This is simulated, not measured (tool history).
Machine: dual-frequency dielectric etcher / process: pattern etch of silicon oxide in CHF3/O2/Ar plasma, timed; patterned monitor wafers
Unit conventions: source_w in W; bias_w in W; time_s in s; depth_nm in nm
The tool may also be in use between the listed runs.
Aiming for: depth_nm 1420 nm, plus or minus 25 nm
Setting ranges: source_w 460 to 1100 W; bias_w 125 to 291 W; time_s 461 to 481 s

run	hour	source_w	bias_w	time_s	depth_nm
1	0	780	208	461	1193.9
2	2.2	780	195	461	1171.5
3	9	780	195	481	1220.3
4	12.7	780	195	461	1175.9
5	17.3	660	195	461	1093.2
6	20.2	540	195	461	1008.3
7	26	600	197	461	1057
8	27.3	660	199	461	1100.4
9	29.5	710	201	461	1138.5
10	31.9	750	202	461	1171
11	38.3	790	203	461	1193.1
12	41.9	820	204	461	1208.2
13	45.1	850	206	461	1225
14	47.2	880	209	461.5	1254.4
15	53.3	900	211	461.5	1270
16	62.4	1060	229	463	1394.6

Which one of the following 5 next-run settings gets every result inside its allowed miss? There is exactly one.
A	71.5	1010	227	481	?
B	71.5	1070	201	465	?
C	71.5	1040	241	480.5	?
D	71.5	1040	218	464.5	?
E	71.5	1100	238	474.5	?

move	depth_nm
A	1416.9
B	1348.4
C	1459.3
D	1366.3
E	1466.7
A: every result within its allowed miss
B: further off than the last run
C: takes the biggest miss from the last run beyond its target
D: further off than the last run
E: takes the biggest miss from the last run beyond its target
A is the move that brings every result within its allowed miss.
